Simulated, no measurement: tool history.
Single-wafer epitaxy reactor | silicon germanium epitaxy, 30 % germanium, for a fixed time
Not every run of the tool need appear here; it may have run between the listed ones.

| run | hour | wafer temperature setpoint (pyrometer-controlled) (°C) | chamber pressure (mTorr) | mean film thickness on the monitor wafer (Å) |
|---|---|---|---|---|
| 1 | 0.0 | 575 | 19200 | 347.87 |
| 2 | 2.6 | 584 | 19200 | 403.36 |
| 3 | 9.1 | 584 | 21200 | 423.71 |
| 4 | 15.7 | 584 | 24000 | 453.03 |
| 5 | 24.3 | 584 | 21600 | 431.58 |
| 6 | 25.8 | 574 | 21600 | 362.04 |
| 7 | 31.3 | 582 | 21700 | 412.28 |
| 8 | 40.3 | 594 | 22100 | 512.25 |
| 9 | 47.1 | 595 | 22100 | 524.75 |

Run 10, settings as shown, results not yet in. Your forecast:
| 10 | 53.3 | 596 | 22100 | ? |

For run 10 the tool returned mean film thickness on the monitor wafer (Å) 527.45.
